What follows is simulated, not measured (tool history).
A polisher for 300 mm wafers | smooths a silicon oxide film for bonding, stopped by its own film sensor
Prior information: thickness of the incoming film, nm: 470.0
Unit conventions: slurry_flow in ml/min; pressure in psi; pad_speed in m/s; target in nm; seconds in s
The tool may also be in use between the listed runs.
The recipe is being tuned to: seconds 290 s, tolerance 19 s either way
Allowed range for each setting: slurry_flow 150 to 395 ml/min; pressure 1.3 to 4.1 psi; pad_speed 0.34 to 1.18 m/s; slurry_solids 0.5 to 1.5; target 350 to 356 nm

run,hour,slurry_flow,pressure,pad_speed,slurry_solids,target,seconds
1,0,250,2.7,0.76,1,356,185.07
2,5.2,195,2.7,0.76,1,356,187.8
3,6.6,195,3,0.76,1,356,172.04
4,9,195,2.6,0.74,1,356,199.08
5,16,195,3.2,0.74,1,356,161.22
6,23.8,195,3.2,0.74,1,356,168.38
7,32.7,195,2.7,0.7,1,356,198.69
8,40.2,195,2.4,0.68,1,356,230.33
9,42.3,195,2.2,0.66,1,356,252.05

Which of these 5 next moves meets every target?
A,44.4,190,2.3,0.7,1,354,?
B,44.4,175,2.3,0.6,1.2,355,?
C,44.4,235,2.4,0.56,1,356,?
D,44.4,250,2.2,0.76,0.9,351,?
E,44.4,210,2.8,0.48,0.85,356,?

move,seconds
A,241.27
B,247.55
C,262.55
D,249.99
E,282.32
A: the biggest miss grows against the last run
B: the biggest miss grows against the last run
C: moves toward the targets from the last run without getting all of them in spec
D: the biggest miss grows against the last run
E: every result within its allowed miss
The move that meets every target is E.
